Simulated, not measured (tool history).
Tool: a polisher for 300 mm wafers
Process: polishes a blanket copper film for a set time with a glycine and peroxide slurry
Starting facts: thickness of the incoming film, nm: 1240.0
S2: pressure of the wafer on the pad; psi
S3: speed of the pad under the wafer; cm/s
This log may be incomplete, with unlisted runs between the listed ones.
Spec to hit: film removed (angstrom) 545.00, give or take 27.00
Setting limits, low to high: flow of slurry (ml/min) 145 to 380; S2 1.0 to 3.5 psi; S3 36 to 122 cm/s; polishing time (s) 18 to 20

Run 1, day 0.000: flow of slurry (ml/min) 245, S2 2.2 psi, S3 78 cm/s, polishing time (s) 20. Result: film removed (angstrom) 777.34.
Run 2, day 0.362: flow of slurry (ml/min) 245, S2 2.2 psi, S3 78 cm/s, polishing time (s) 18. Result: film removed (angstrom) 698.26.
Run 3, day 0.733: flow of slurry (ml/min) 210, S2 2.2 psi, S3 78 cm/s, polishing time (s) 18. Result: film removed (angstrom) 673.72.
Run 4, day 0.883: flow of slurry (ml/min) 205, S2 2.1 psi, S3 78 cm/s, polishing time (s) 18. Result: film removed (angstrom) 670.35.
Run 5, day 0.979: flow of slurry (ml/min) 205, S2 2.0 psi, S3 78 cm/s, polishing time (s) 18. Result: film removed (angstrom) 650.00.
Run 6, day 1.308: flow of slurry (ml/min) 205, S2 1.9 psi, S3 78 cm/s, polishing time (s) 18. Result: film removed (angstrom) 625.86.
Run 7, day 1.500: flow of slurry (ml/min) 205, S2 1.8 psi, S3 78 cm/s, polishing time (s) 18. Result: film removed (angstrom) 620.73.
Run 8, day 1.571: flow of slurry (ml/min) 205, S2 1.3 psi, S3 76 cm/s, polishing time (s) 18. Result: film removed (angstrom) 497.30.

5 next moves are on the table. One of them brings every result within its allowed miss. Which?
Run A, day 1.642: flow of slurry (ml/min) 175, S2 1.9 psi, S3 76 cm/s, polishing time (s) 19. Result: film removed (angstrom) ?.
Run B, day 1.642: flow of slurry (ml/min) 265, S2 1.2 psi, S3 74 cm/s, polishing time (s) 20. Result: film removed (angstrom) ?.
Run C, day 1.642: flow of slurry (ml/min) 200, S2 1.2 psi, S3 90 cm/s, polishing time (s) 20. Result: film removed (angstrom) ?.
Run D, day 1.642: flow of slurry (ml/min) 205, S2 1.4 psi, S3 54 cm/s, polishing time (s) 18. Result: film removed (angstrom) ?.
Run E, day 1.642: flow of slurry (ml/min) 180, S2 1.2 psi, S3 70 cm/s, polishing time (s) 19. Result: film removed (angstrom) ?.

move  film removed (angstrom)
   A                   631.18
   B                   541.36
   C                   601.42
   D                   419.21
   E                   480.03
A: takes the result that was furthest off past its target
B: all results in spec
C: takes the result that was furthest off past its target
D: further off than the last run
E: further off than the last run
Answer: B
